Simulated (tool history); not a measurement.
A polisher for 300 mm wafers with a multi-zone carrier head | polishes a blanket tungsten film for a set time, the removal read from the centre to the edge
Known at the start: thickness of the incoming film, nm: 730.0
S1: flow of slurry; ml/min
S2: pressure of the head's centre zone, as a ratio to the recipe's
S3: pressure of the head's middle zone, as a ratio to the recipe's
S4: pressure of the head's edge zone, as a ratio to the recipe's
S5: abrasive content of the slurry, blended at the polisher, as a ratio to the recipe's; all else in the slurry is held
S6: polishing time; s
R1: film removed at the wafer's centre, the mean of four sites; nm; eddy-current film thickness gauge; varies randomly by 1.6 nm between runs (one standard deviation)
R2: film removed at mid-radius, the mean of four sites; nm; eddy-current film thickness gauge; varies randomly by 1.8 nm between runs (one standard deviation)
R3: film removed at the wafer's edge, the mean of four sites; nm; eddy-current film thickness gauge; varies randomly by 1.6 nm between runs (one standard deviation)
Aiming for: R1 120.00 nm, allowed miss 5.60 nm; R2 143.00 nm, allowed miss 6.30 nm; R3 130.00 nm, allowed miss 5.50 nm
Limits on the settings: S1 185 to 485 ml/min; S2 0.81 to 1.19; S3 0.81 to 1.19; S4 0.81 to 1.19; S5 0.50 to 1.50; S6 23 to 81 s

| run | day | S1 | S2 | S3 | S4 | S5 | S6 | R1 | R2 | R3 |
|---|---|---|---|---|---|---|---|---|---|---|
| 1 | 0.000 | 310 | 1.00 | 1.00 | 1.00 | 1.00 | 52 | 221.85 | 219.11 | 217.85 |
| 2 | 0.096 | 310 | 0.97 | 1.01 | 0.98 | 0.90 | 48 | 191.02 | 193.05 | 197.01 |
| 3 | 0.171 | 310 | 0.97 | 1.01 | 0.98 | 0.75 | 48 | 192.29 | 190.91 | 190.35 |
| 4 | 0.333 | 310 | 0.94 | 1.04 | 0.96 | 0.70 | 45 | 170.68 | 180.38 | 173.66 |
| 5 | 0.362 | 310 | 0.92 | 1.05 | 0.94 | 0.65 | 43 | 157.37 | 175.85 | 165.19 |
| 6 | 0.617 | 340 | 0.92 | 1.05 | 0.94 | 0.65 | 43 | 158.15 | 175.88 | 166.17 |
| 7 | 0.983 | 330 | 0.84 | 1.05 | 0.85 | 0.50 | 32 | 106.23 | 126.47 | 112.64 |
| 8 | 1.283 | 330 | 0.85 | 1.06 | 0.88 | 0.55 | 32 | 107.05 | 126.06 | 114.71 |
| 9 | 1.625 | 330 | 0.86 | 1.08 | 0.90 | 0.60 | 32 | 108.03 | 131.02 | 115.45 |
| 10 | 1.962 | 330 | 0.88 | 1.04 | 0.97 | 0.85 | 35 | 129.59 | 145.61 | 140.57 |
| 11 | 2.183 | 330 | 0.88 | 1.04 | 0.97 | 0.85 | 35 | 131.05 | 145.75 | 137.92 |
| 12 | 2.521 | 325 | 0.87 | 1.04 | 0.96 | 0.85 | 35 | 128.52 | 146.53 | 138.02 |
| 13 | 2.667 | 325 | 0.86 | 1.04 | 0.95 | 0.85 | 35 | 124.53 | 146.60 | 136.42 |

Which one of the following 4 next-run settings gets every result inside its allowed miss? There is exactly one.
| A | 2.812 | 345 | 0.85 | 1.07 | 0.91 | 0.75 | 34 | ? | ? | ? |
| B | 2.812 | 345 | 0.87 | 1.08 | 1.13 | 0.65 | 35 | ? | ? | ? |
| C | 2.812 | 290 | 0.85 | 0.92 | 0.98 | 0.60 | 38 | ? | ? | ? |
| D | 2.812 | 380 | 0.89 | 1.04 | 0.95 | 0.80 | 36 | ? | ? | ? |

| move | R1 | R2 | R3 |
|---|---|---|---|
| A | 120.69 | 142.36 | 133.58 |
| B | 123.98 | 144.47 | 149.47 |
| C | 127.81 | 133.09 | 147.78 |
| D | 135.44 | 149.86 | 146.79 |
A: all results land within tolerance of their targets
B: misses by more than the last run did
C: misses by more than the last run did
D: misses by more than the last run did
Correct choice: A, which meets every target
